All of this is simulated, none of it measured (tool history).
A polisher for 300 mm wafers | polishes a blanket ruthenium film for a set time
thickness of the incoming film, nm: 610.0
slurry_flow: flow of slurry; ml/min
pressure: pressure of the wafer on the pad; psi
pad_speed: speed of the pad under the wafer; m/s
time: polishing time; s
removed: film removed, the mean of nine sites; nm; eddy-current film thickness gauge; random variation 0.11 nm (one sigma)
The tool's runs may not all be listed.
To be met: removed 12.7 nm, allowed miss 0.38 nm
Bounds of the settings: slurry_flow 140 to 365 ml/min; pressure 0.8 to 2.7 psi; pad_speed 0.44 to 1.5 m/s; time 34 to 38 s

{"run": 1, "hour": 0.0, "slurry_flow": 235, "pressure": 1.7, "pad_speed": 0.96, "time": 38, "removed": 30.161}
{"run": 2, "hour": 0.8, "slurry_flow": 235, "pressure": 1.5, "pad_speed": 0.9, "time": 38, "removed": 25.41}
{"run": 3, "hour": 2.4, "slurry_flow": 235, "pressure": 1.5, "pad_speed": 0.9, "time": 38, "removed": 25.353}
{"run": 4, "hour": 7.1, "slurry_flow": 235, "pressure": 1.9, "pad_speed": 0.9, "time": 38, "removed": 32.03}
{"run": 5, "hour": 15.6, "slurry_flow": 235, "pressure": 1.7, "pad_speed": 0.84, "time": 38, "removed": 26.872}
{"run": 6, "hour": 19.7, "slurry_flow": 235, "pressure": 1.7, "pad_speed": 0.84, "time": 34, "removed": 24.244}
{"run": 7, "hour": 22.4, "slurry_flow": 235, "pressure": 1.5, "pad_speed": 0.82, "time": 34, "removed": 20.614}
{"run": 8, "hour": 28.3, "slurry_flow": 235, "pressure": 1.4, "pad_speed": 0.82, "time": 34, "removed": 19.511}
{"run": 9, "hour": 30.1, "slurry_flow": 235, "pressure": 1.3, "pad_speed": 0.82, "time": 34, "removed": 18.463}
{"run": 10, "hour": 38.2, "slurry_flow": 235, "pressure": 1.3, "pad_speed": 0.82, "time": 34, "removed": 17.987}
{"run": 11, "hour": 42.2, "slurry_flow": 235, "pressure": 1.2, "pad_speed": 0.82, "time": 34, "removed": 16.676}
{"run": 12, "hour": 48.8, "slurry_flow": 225, "pressure": 0.8, "pad_speed": 0.8, "time": 34, "removed": 11.159}
{"run": 13, "hour": 52.8, "slurry_flow": 240, "pressure": 0.8, "pad_speed": 0.8, "time": 34, "removed": 11.096}
{"run": 14, "hour": 57.8, "slurry_flow": 240, "pressure": 1.1, "pad_speed": 0.8, "time": 34, "removed": 15.409}
{"run": 15, "hour": 59.3, "slurry_flow": 225, "pressure": 1.1, "pad_speed": 0.8, "time": 34, "removed": 14.994}
{"run": 16, "hour": 67.3, "slurry_flow": 225, "pressure": 1, "pad_speed": 0.8, "time": 34, "removed": 13.762}

5 next moves are on the table. One of them brings every result within its allowed miss. Which?
{"run": "A", "hour": 75.3, "slurry_flow": 205, "pressure": 0.8, "pad_speed": 1.1, "time": 35, "removed": "?"}
{"run": "B", "hour": 75.3, "slurry_flow": 140, "pressure": 0.9, "pad_speed": 0.88, "time": 37, "removed": "?"}
{"run": "C", "hour": 75.3, "slurry_flow": 245, "pressure": 1, "pad_speed": 0.82, "time": 38, "removed": "?"}
{"run": "D", "hour": 75.3, "slurry_flow": 270, "pressure": 1, "pad_speed": 0.7, "time": 35, "removed": "?"}
{"run": "E", "hour": 75.3, "slurry_flow": 255, "pressure": 0.9, "pad_speed": 0.86, "time": 34, "removed": "?"}

move=A removed=15.603
move=B removed=14.23
move=C removed=15.999
move=D removed=12.763
move=E removed=13.613
A: further off than the last run
B: further off than the last run
C: further off than the last run
D: meets every target
E: nearer than the last run, and not there yet
The right move is D.
